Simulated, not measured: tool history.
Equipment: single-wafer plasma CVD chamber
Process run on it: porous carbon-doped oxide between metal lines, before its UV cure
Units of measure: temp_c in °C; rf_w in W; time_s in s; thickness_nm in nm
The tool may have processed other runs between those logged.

run  hour  temp_c  rf_w  time_s  thickness_nm
  1     0     285   610    44.8        287.78
  2   1.7     285   660    44.8        312.85
  3   4.6     285   660    46.3        320.19
  4   8.3     288   645    46.2        307.35
  5  14.1     291   635    46.1        299.16
  6  20.9     293   620      46        287.77
  7  22.9     295   610      46        278.16
  8  30.6     297   605      46        274.14
  9  35.5     299   600      46        270.84
 10  43.6     300   595      46        267.23
 11  48.7     300   595      46        268.43

Estimate the outcome of run 12 from the log above:
 12  57.7     301   590      46             ?

Run 12 measured thickness_nm 261.93 nm.
